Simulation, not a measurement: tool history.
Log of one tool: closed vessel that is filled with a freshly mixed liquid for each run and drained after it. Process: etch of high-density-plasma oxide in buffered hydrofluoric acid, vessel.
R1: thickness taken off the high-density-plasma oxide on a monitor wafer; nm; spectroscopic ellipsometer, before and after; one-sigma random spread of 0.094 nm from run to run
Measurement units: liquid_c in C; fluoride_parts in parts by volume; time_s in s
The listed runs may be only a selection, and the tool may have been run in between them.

run 1 day=0.000 | liquid_c=22.0 fluoride_parts=24.0 time_s=35 | R1=24.004
run 2 day=0.088 | liquid_c=22.0 fluoride_parts=17.0 time_s=35 | R1=32.266
run 3 day=0.158 | liquid_c=21.0 fluoride_parts=19.0 time_s=35 | R1=27.235
run 4 day=0.346 | liquid_c=20.0 fluoride_parts=20.0 time_s=35 | R1=24.582
run 5 day=0.438 | liquid_c=23.0 fluoride_parts=20.0 time_s=35 | R1=28.651
run 6 day=0.708 | liquid_c=23.0 fluoride_parts=22.5 time_s=35 | R1=26.828

Forecast run 7:
run 7 day=0.808 | liquid_c=21.5 fluoride_parts=23.5 time_s=35 | R1=?

{"run 7": {"R1": 23.555}}

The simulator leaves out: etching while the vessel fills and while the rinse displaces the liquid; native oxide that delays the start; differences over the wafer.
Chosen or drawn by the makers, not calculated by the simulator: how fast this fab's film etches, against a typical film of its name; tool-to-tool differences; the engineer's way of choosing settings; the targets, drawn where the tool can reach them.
